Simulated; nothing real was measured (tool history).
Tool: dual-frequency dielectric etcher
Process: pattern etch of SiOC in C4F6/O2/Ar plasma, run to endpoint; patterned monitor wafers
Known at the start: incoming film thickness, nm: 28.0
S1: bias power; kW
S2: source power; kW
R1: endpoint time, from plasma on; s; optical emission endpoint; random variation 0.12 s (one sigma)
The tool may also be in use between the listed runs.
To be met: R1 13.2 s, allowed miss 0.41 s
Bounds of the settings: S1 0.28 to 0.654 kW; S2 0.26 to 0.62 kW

Run 1, hour 0: S1 0.467 kW, S2 0.44 kW. Result: R1 8.9083 s.
Run 2, hour 8.9: S1 0.435 kW, S2 0.41 kW. Result: R1 9.3615 s.
Run 3, hour 14.5: S1 0.435 kW, S2 0.47 kW. Result: R1 8.8083 s.
Run 4, hour 19: S1 0.504 kW, S2 0.47 kW. Result: R1 8.2486 s.
At hour 26.7: bias power generator calibrated.
Run 5, hour 26.7: S1 0.504 kW, S2 0.55 kW. Result: R1 7.79 s.
Run 6, hour 29.9: S1 0.504 kW, S2 0.6 kW. Result: R1 7.5116 s.
Run 7, hour 32.5: S1 0.466 kW, S2 0.54 kW. Result: R1 8.1396 s.
Run 8, hour 37.7: S1 0.372 kW, S2 0.45 kW. Result: R1 9.7813 s.
Run 9, hour 42.2: S1 0.28 kW, S2 0.36 kW. Result: R1 12.466 s.

Which of these 5 next moves meets every target?
Run A, hour 46.7: S1 0.308 kW, S2 0.34 kW. Result: R1 ?.
Run B, hour 46.7: S1 0.322 kW, S2 0.35 kW. Result: R1 ?.
Run C, hour 46.7: S1 0.28 kW, S2 0.34 kW. Result: R1 ?.
Run D, hour 46.7: S1 0.28 kW, S2 0.38 kW. Result: R1 ?.
Run E, hour 46.7: S1 0.286 kW, S2 0.36 kW. Result: R1 ?.

move      R1
   A  12.563
   B  12.104
   C   13.09
   D  12.226
   E  12.517
A: nearer than the last run, and not there yet
B: further off than the last run
C: meets every target
D: further off than the last run
E: nearer than the last run, and not there yet
Move C is the one to make.

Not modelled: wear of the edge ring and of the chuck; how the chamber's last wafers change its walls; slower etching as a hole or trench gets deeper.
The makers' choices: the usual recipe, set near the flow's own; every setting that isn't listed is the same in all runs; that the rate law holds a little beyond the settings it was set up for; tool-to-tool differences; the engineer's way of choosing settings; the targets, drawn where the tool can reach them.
